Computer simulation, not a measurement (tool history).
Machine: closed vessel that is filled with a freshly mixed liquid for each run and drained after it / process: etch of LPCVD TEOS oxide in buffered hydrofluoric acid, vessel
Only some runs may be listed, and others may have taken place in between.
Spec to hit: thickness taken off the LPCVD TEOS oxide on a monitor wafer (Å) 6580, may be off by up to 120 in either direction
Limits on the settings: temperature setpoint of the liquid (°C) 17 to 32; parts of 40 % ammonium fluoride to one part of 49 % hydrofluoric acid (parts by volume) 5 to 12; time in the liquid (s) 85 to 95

run	day	temperature setpoint of the liquid (°C)	parts of 40 % ammonium fluoride to one part of 49 % hydrofluoric acid (parts by volume)	time in the liquid (s)	thickness taken off the LPCVD TEOS oxide on a monitor wafer (Å)
1	0	25	7	85	3514.5
2	0.338	27	6.5	85	4145.3
3	0.371	27	6.5	85	4149.7
4	0.438	28.5	6.5	85	4498.8
5	0.654	29.5	6	85	5059.7
6	0.767	29.5	5	85	5937.8
7	0.846	30	5	85	6097.4
8	1.117	30.5	5	85	6230.6
9	1.158	30.5	5	85	6295.8

Pick the move, out of 5, that brings all results within their allowed miss; only one does.
A	1.2	30.5	5.5	85	?
B	1.2	32	5	85	?
C	1.2	31.5	5	85	?
D	1.2	30.5	5.5	90	?
E	1.2	31	5	90	?

move	thickness taken off the LPCVD TEOS oxide on a monitor wafer (Å)
A	5767.4
B	6755.1
C	6582.8
D	6106.7
E	6791.7
A: its largest miss is bigger than the last run's
B: moves the result that the last run missed by most past its target, out the other side
C: every result lands within tolerance
D: its largest miss is bigger than the last run's
E: moves the result that the last run missed by most past its target, out the other side
C meets every target.

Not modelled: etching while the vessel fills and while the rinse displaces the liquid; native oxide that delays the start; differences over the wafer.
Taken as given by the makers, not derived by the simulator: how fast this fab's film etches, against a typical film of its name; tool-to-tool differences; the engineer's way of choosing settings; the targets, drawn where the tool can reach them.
